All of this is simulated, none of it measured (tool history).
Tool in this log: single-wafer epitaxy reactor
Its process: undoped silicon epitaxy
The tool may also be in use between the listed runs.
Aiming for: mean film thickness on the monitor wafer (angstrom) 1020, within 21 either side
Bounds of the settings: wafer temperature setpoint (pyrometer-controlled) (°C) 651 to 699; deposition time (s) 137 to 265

run  hour  wafer temperature setpoint (pyrometer-controlled) (°C)  deposition time (s)  mean film thickness on the monitor wafer (angstrom)
  1     0                                                     675                  201                                               567.25
  2     9                                                     682                  201                                               649.96
  3  17.3                                                     684                  204                                               688.33
  4  19.5                                                     686                  206                                               723.02
  5    23                                                     688                  208                                               758.59
  6    24                                                     688                  233                                               849.57
  7  31.8                                                     689                  233                                                867.7
  8  35.4                                                     690                  233                                               885.65
  9  43.8                                                     691                  233                                               900.61
 10  50.7                                                     692                  233                                               917.49

Next run, 4 choices. One meets every target within its allowed miss, the rest don't. Which?
  A  57.6                                                     696                  227                                                    ?
  B  57.6                                                     697                  225                                                    ?
  C  57.6                                                     699                  243                                                    ?
  D  57.6                                                     696                  238                                                    ?

move  mean film thickness on the monitor wafer (angstrom)
   A                                               965.94
   B                                               975.84
   C                                               1094.7
   D                                               1012.8
A: better than the last run, though not everything is in spec
B: better than the last run, though not everything is in spec
C: pushes the last run's worst result past its target
D: all results land within tolerance of their targets
Go with D: it meets all targets.

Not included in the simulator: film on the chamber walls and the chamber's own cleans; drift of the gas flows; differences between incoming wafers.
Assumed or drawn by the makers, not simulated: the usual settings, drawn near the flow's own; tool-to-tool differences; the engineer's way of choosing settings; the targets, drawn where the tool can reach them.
